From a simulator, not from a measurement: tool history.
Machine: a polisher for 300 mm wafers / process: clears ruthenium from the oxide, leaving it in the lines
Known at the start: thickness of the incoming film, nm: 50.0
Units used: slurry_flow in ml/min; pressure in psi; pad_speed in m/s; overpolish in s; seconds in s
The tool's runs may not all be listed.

| run | hour | slurry_flow | pressure | pad_speed | overpolish | seconds |
|---|---|---|---|---|---|---|
| 1 | 0 | 145 | 1.4 | 0.78 | 42 | 67.108 |
| 2 | 3.6 | 150 | 1.5 | 0.78 | 42 | 62.992 |
| 3 | 9.4 | 175 | 1.5 | 0.78 | 42 | 60.819 |
| 4 | 12.8 | 175 | 1.5 | 0.78 | 42 | 61.184 |
| 5 | 21.6 | 175 | 1.2 | 0.78 | 42 | 74.882 |
| 6 | 27.9 | 180 | 1.3 | 0.78 | 42 | 69.673 |
| 7 | 35.9 | 180 | 1.4 | 0.78 | 42 | 65.17 |
| 8 | 41.9 | 180 | 1.5 | 0.78 | 42 | 60.863 |

Run 9 has not been measured yet. What should we expect?
| 9 | 43.2 | 180 | 1.6 | 0.78 | 42 | ? |

seconds: 57.142 s
